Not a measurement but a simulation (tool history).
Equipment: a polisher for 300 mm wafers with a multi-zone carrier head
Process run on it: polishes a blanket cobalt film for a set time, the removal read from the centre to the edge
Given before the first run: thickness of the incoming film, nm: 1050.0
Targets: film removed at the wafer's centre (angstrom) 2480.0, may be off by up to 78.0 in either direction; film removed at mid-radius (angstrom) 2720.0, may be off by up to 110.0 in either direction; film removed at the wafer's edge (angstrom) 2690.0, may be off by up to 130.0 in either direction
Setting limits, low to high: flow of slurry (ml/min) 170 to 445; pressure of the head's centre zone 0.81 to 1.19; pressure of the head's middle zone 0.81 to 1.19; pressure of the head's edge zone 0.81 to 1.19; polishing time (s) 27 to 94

run,hour,flow of slurry (ml/min),pressure of the head's centre zone,pressure of the head's middle zone,pressure of the head's edge zone,polishing time (s),film removed at the wafer's centre (angstrom),film removed at mid-radius (angstrom),film removed at the wafer's edge (angstrom)
1,0.0,285,1.00,1.00,1.00,60,3136.9,3164.1,3181.9
2,0.8,280,0.96,0.98,0.96,58,2944.5,3024.6,3074.8
3,9.3,280,0.94,0.98,0.95,55,2675.9,2867.0,2884.7
4,15.4,275,0.93,0.98,0.93,54,2591.9,2795.1,2903.4
5,21.6,275,0.93,0.98,1.01,54,2619.5,2844.0,2875.8
6,22.6,275,0.93,0.98,1.06,54,2627.7,2856.9,3012.4
7,25.4,275,0.93,0.99,1.02,53,2541.0,2809.6,2878.1
8,26.2,275,0.93,0.99,1.02,53,2589.1,2783.4,3006.5
9,34.9,280,0.91,0.96,0.97,54,2542.4,2787.4,2886.8

Which one of the following 5 next-run settings gets every result inside its allowed miss? There is exactly one.
A,43.6,285,0.82,1.02,1.02,55,?,?,?
B,43.6,390,0.93,1.00,0.97,50,?,?,?
C,43.6,260,0.94,1.03,0.86,54,?,?,?
D,43.6,265,0.99,0.99,0.91,52,?,?,?
E,43.6,310,0.92,1.10,0.96,51,?,?,?

move,film removed at the wafer's centre (angstrom),film removed at mid-radius (angstrom),film removed at the wafer's edge (angstrom)
A,2352.6,3013.4,3021.8
B,2499.4,2764.4,2736.7
C,2624.5,2954.8,2719.9
D,2667.9,2756.1,2692.8
E,2472.5,3001.7,2734.8
A: moves away from the targets compared with the last run
B: every result lands within tolerance
C: puts the biggest miss on target and leaves a different result outside tolerance
D: puts the biggest miss on target and leaves a different result outside tolerance
E: puts the biggest miss on target and leaves a different result outside tolerance
The right move is B.
